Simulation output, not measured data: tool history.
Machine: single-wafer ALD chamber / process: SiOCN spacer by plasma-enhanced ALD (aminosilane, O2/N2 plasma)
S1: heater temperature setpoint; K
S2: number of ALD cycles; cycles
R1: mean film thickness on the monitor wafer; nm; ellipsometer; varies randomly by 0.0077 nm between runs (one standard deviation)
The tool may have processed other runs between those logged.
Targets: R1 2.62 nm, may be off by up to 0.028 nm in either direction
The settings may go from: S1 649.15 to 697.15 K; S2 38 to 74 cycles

run  hour      S1  S2      R1
  1     0  673.15  56   3.373
  2   3.3  673.15  51  3.0632
  3   6.6  675.15  49  2.9173
  4   9.5  666.15  49  2.9334
  5  13.2  658.15  49  2.9395
  6  17.1  658.15  47  2.8284
  7  20.9  670.15  43  2.5802
  8  21.7  665.15  43   2.584

5 candidate next runs follow, results not yet known. Just one meets every target within its allowed miss. Identify it.
  A  22.5  667.15  42   ?
  B  22.5  663.15  42   ?
  C  22.5  675.15  44   ?
  D  22.5  680.15  43   ?
  E  22.5  665.15  42   ?

move      R1
   A  2.5248
   B  2.5248
   C  2.6283
   D  2.5276
   E  2.5248
A: its largest miss is bigger than the last run's
B: its largest miss is bigger than the last run's
C: each result inside its tolerance
D: its largest miss is bigger than the last run's
E: its largest miss is bigger than the last run's
Move C is the one to make.
